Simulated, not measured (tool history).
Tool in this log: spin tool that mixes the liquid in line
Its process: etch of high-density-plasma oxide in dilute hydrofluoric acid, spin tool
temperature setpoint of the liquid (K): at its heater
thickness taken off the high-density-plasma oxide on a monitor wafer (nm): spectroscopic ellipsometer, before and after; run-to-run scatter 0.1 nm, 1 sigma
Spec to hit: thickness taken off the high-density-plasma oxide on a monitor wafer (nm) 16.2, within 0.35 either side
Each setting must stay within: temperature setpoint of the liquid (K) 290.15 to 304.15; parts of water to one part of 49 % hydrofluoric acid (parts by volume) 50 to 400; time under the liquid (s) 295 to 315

| run | hour | temperature setpoint of the liquid (K) | parts of water to one part of 49 % hydrofluoric acid (parts by volume) | time under the liquid (s) | thickness taken off the high-density-plasma oxide on a monitor wafer (nm) |
|---|---|---|---|---|---|
| 1 | 0 | 296.15 | 225 | 295 | 7.4378 |
| 2 | 2.1 | 296.15 | 225 | 295 | 7.3832 |
| 3 | 10 | 296.15 | 280 | 295 | 5.6135 |
| 4 | 13.9 | 296.15 | 280 | 295 | 5.5665 |
| 5 | 22.9 | 298.15 | 240 | 295 | 7.3593 |
| 6 | 30.3 | 299.65 | 210 | 295 | 9.139 |
| 7 | 32.6 | 303.65 | 120 | 295 | 20.558 |
| 8 | 34.5 | 299.65 | 120 | 295 | 17.82 |
| 9 | 39.7 | 299.15 | 120 | 295 | 17.319 |
| 10 | 44.4 | 298.65 | 120 | 295 | 17.173 |
| 11 | 50 | 298.65 | 120 | 295 | 16.954 |

Of the 5 settings listed for the next run, only one would bring every result within its allowed miss of target. Which one?
| A | 55.6 | 299.15 | 120 | 295 | ? |
| B | 55.6 | 297.65 | 110 | 295 | ? |
| C | 55.6 | 298.65 | 130 | 310 | ? |
| D | 55.6 | 299.15 | 120 | 300 | ? |
| E | 55.6 | 300.15 | 130 | 305 | ? |

| move | thickness taken off the high-density-plasma oxide on a monitor wafer (nm) |
|---|---|
| A | 17.51 |
| B | 18.248 |
| C | 16.459 |
| D | 17.807 |
| E | 17.141 |
A: its largest miss is bigger than the last run's
B: its largest miss is bigger than the last run's
C: each result inside its tolerance
D: its largest miss is bigger than the last run's
E: its largest miss is bigger than the last run's
C meets every target.

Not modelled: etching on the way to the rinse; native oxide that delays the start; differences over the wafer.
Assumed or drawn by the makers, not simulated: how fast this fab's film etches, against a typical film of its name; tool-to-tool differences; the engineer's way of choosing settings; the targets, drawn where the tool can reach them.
